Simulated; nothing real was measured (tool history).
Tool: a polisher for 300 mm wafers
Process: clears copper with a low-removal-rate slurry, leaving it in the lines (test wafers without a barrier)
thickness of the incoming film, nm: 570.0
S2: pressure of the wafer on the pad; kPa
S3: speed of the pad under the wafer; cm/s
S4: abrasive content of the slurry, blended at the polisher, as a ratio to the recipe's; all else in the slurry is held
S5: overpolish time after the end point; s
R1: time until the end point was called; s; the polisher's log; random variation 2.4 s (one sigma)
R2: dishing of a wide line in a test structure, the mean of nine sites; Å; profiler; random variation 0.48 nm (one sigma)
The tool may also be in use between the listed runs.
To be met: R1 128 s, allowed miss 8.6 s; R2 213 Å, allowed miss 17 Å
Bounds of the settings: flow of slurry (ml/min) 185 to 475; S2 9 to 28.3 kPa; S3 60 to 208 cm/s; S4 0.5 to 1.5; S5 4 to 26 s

Run 1, hour 0: flow of slurry (ml/min) 305, S2 18.6 kPa, S3 134 cm/s, S4 1, S5 13 s. Result: R1 156.82 s, R2 312.97 Å.
Run 2, hour 2.9: flow of slurry (ml/min) 305, S2 19.3 kPa, S3 134 cm/s, S4 1, S5 11 s. Result: R1 147.07 s, R2 289.85 Å.
Run 3, hour 4.7: flow of slurry (ml/min) 305, S2 20 kPa, S3 134 cm/s, S4 1, S5 9 s. Result: R1 145.18 s, R2 246.86 Å.
Run 4, hour 7.3: flow of slurry (ml/min) 305, S2 20 kPa, S3 154 cm/s, S4 1, S5 9 s. Result: R1 128.45 s, R2 273.11 Å.
Run 5, hour 13.2: flow of slurry (ml/min) 305, S2 20 kPa, S3 154 cm/s, S4 1, S5 6 s. Result: R1 125.93 s, R2 183.27 Å.
Run 6, hour 17.1: flow of slurry (ml/min) 345, S2 20 kPa, S3 154 cm/s, S4 1, S5 6 s. Result: R1 121.82 s, R2 187.15 Å.
Run 7, hour 21: flow of slurry (ml/min) 335, S2 20 kPa, S3 152 cm/s, S4 1, S5 6 s. Result: R1 123.26 s, R2 184.92 Å.
Run 8, hour 27.9: flow of slurry (ml/min) 325, S2 20 kPa, S3 152 cm/s, S4 1, S5 6 s. Result: R1 123.27 s, R2 187.56 Å.
Run 9, hour 30: flow of slurry (ml/min) 325, S2 19.3 kPa, S3 152 cm/s, S4 1, S5 9 s. Result: R1 129.96 s, R2 255.08 Å.

Which of these 4 next moves meets every target?
Run A, hour 32.1: flow of slurry (ml/min) 310, S2 21.4 kPa, S3 130 cm/s, S4 1.05, S5 9 s. Result: R1 ?, R2 ?.
Run B, hour 32.1: flow of slurry (ml/min) 250, S2 18.6 kPa, S3 154 cm/s, S4 1.05, S5 11 s. Result: R1 ?, R2 ?.
Run C, hour 32.1: flow of slurry (ml/min) 395, S2 20 kPa, S3 146 cm/s, S4 1.1, S5 7 s. Result: R1 ?, R2 ?.
Run D, hour 32.1: flow of slurry (ml/min) 300, S2 20.7 kPa, S3 144 cm/s, S4 1, S5 6 s. Result: R1 ?, R2 ?.

move      R1      R2
   A  136.66  248.83
   B  135.54  300.11
   C  126.47  211.15
   D  129.51  178.63
A: nearer than the last run, and not there yet
B: further off than the last run
C: meets every target
D: takes the result that was furthest off past its target
Answer: C

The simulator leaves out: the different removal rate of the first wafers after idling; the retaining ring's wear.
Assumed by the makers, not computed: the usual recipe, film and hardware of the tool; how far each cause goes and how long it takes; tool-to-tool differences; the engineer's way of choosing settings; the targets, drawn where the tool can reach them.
